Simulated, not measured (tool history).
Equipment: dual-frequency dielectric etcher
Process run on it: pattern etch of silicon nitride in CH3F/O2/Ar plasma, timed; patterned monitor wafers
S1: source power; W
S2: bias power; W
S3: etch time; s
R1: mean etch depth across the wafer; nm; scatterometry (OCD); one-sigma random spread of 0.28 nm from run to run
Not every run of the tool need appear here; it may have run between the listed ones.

Run 1, hour 0: S1 380 W, S2 95 W, S3 91 s. Result: R1 74.842 nm.
Run 2, hour 1.7: S1 380 W, S2 80 W, S3 91 s. Result: R1 72.201 nm.
Run 3, hour 2.8: S1 380 W, S2 80 W, S3 91 s. Result: R1 71.674 nm.
Run 4, hour 3.9: S1 380 W, S2 69 W, S3 91 s. Result: R1 70.055 nm.
At hour 4.6: bias power generator calibrated.
Run 5, hour 4.6: S1 370 W, S2 68 W, S3 91 s. Result: R1 68.526 nm.
Run 6, hour 10: S1 370 W, S2 68 W, S3 95.5 s. Result: R1 71.909 nm.
Run 7, hour 14: S1 350 W, S2 67 W, S3 95.5 s. Result: R1 70.006 nm.

What does the tool deliver on the next run?
Run 8, hour 15.9: S1 350 W, S2 67 W, S3 95.5 s. Result: R1 ?.

Run 8 came out at R1 70.137 nm.

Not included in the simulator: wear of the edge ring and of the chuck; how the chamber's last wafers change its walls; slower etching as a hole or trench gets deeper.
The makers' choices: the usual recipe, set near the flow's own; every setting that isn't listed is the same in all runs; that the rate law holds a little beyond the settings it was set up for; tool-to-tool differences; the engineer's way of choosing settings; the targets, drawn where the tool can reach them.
